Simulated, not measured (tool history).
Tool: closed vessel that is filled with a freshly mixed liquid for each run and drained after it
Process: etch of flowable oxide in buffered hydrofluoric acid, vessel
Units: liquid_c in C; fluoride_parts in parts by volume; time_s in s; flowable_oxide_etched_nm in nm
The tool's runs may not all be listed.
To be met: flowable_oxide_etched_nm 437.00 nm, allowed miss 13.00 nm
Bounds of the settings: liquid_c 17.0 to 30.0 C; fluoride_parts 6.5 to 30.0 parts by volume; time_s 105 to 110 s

| run | day | liquid_c | fluoride_parts | time_s | flowable_oxide_etched_nm |
|---|---|---|---|---|---|
| 1 | 0.000 | 22.0 | 19.5 | 105 | 179.35 |
| 2 | 0.279 | 24.5 | 16.5 | 105 | 244.59 |
| 3 | 0.500 | 24.5 | 11.0 | 105 | 357.31 |
| 4 | 0.804 | 24.5 | 7.0 | 105 | 547.93 |
| 5 | 0.971 | 27.5 | 7.0 | 105 | 653.22 |
| 6 | 1.054 | 27.5 | 7.0 | 105 | 645.54 |
| 7 | 1.104 | 25.5 | 7.0 | 105 | 579.34 |
| 8 | 1.321 | 24.0 | 7.0 | 105 | 534.63 |
| 9 | 1.362 | 24.0 | 7.0 | 105 | 542.93 |
|  | 1.400 | hydrofluoric acid flow meter replaced |
| 10 | 1.400 | 22.5 | 7.0 | 105 | 471.34 |
| 11 | 1.729 | 22.0 | 7.0 | 105 | 461.58 |

Which of these 4 next moves meets every target?
| A | 2.058 | 25.0 | 7.5 | 105 | ? |
| B | 2.058 | 22.5 | 7.5 | 105 | ? |
| C | 2.058 | 25.0 | 8.0 | 110 | ? |
| D | 2.058 | 21.5 | 6.5 | 110 | ? |

| move | flowable_oxide_etched_nm |
|---|---|
| A | 501.79 |
| B | 437.81 |
| C | 490.25 |
| D | 498.68 |
A: further off than the last run
B: meets every target
C: further off than the last run
D: further off than the last run
Answer: B
